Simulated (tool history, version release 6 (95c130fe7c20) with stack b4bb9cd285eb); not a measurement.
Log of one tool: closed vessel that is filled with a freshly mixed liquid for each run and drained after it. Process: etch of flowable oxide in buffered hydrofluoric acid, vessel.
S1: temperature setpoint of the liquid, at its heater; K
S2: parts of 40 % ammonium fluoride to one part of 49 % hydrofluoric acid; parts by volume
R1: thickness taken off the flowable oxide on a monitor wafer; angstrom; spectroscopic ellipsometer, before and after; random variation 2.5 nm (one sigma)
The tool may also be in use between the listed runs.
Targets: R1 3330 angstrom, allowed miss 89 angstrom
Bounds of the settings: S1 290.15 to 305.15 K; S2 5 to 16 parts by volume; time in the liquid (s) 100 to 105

Run 1, day 0: S1 297.15 K, S2 9.5 parts by volume, time in the liquid (s) 100. Result: R1 4095.8 angstrom.
Run 2, day 0.258: S1 297.15 K, S2 9.5 parts by volume, time in the liquid (s) 100. Result: R1 4143.4 angstrom.
Run 3, day 0.529: S1 295.65 K, S2 9.5 parts by volume, time in the liquid (s) 100. Result: R1 3781.7 angstrom.
Run 4, day 0.662: S1 295.15 K, S2 9.5 parts by volume, time in the liquid (s) 100. Result: R1 3699 angstrom.
Run 5, day 0.725: S1 295.15 K, S2 8.5 parts by volume, time in the liquid (s) 100. Result: R1 4084.6 angstrom.
Run 6, day 0.888: S1 295.15 K, S2 8.5 parts by volume, time in the liquid (s) 100. Result: R1 4046.3 angstrom.
Run 7, day 0.95: S1 294.15 K, S2 8.5 parts by volume, time in the liquid (s) 100. Result: R1 3837.9 angstrom.
Run 8, day 1.121: S1 294.15 K, S2 8.5 parts by volume, time in the liquid (s) 100. Result: R1 3839.9 angstrom.
Run 9, day 1.488: S1 293.15 K, S2 8.5 parts by volume, time in the liquid (s) 100. Result: R1 3600.4 angstrom.
Run 10, day 1.871: S1 292.65 K, S2 8.5 parts by volume, time in the liquid (s) 100. Result: R1 3528.4 angstrom.
Run 11, day 2.192: S1 292.15 K, S2 8.5 parts by volume, time in the liquid (s) 100. Result: R1 3433.6 angstrom.

4 next moves are on the table. One of them brings every result within its allowed miss. Which?
Run A, day 2.512: S1 292.15 K, S2 9.5 parts by volume, time in the liquid (s) 100. Result: R1 ?.
Run B, day 2.512: S1 292.65 K, S2 9.5 parts by volume, time in the liquid (s) 105. Result: R1 ?.
Run C, day 2.512: S1 290.65 K, S2 8 parts by volume, time in the liquid (s) 105. Result: R1 ?.
Run D, day 2.512: S1 290.65 K, S2 9 parts by volume, time in the liquid (s) 105. Result: R1 ?.

move      R1
   A  3132.9
   B  3383.4
   C  3552.7
   D  3126.2
A: takes the result that was furthest off past its target
B: meets every target
C: further off than the last run
D: takes the result that was furthest off past its target
The right move is B.
